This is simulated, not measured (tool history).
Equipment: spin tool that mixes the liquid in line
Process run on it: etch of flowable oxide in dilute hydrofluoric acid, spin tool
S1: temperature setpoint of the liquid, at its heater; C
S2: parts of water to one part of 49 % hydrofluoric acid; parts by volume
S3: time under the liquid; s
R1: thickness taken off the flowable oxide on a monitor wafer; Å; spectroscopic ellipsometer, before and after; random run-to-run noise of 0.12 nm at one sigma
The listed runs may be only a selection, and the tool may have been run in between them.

| run | hour | S1 | S2 | S3 | R1 |
|---|---|---|---|---|---|
| 1 | 0 | 23 | 230 | 50 | 86.816 |
| 2 | 4.5 | 25.5 | 195 | 50 | 117.83 |
| 3 | 10.4 | 25.5 | 195 | 50 | 118.38 |
| 4 | 18.7 | 27 | 175 | 50 | 140.81 |
| 5 | 24.5 | 27 | 175 | 55 | 154.27 |
| 6 | 33.3 | 28 | 165 | 55 | 174.75 |
| 7 | 41.5 | 29 | 160 | 55 | 185.23 |
| 8 | 43.6 | 31 | 145 | 55 | 223.78 |

For run 9, what comes out?
| 9 | 50.2 | 30.5 | 145 | 55 | ? |

R1: 222.3 Å

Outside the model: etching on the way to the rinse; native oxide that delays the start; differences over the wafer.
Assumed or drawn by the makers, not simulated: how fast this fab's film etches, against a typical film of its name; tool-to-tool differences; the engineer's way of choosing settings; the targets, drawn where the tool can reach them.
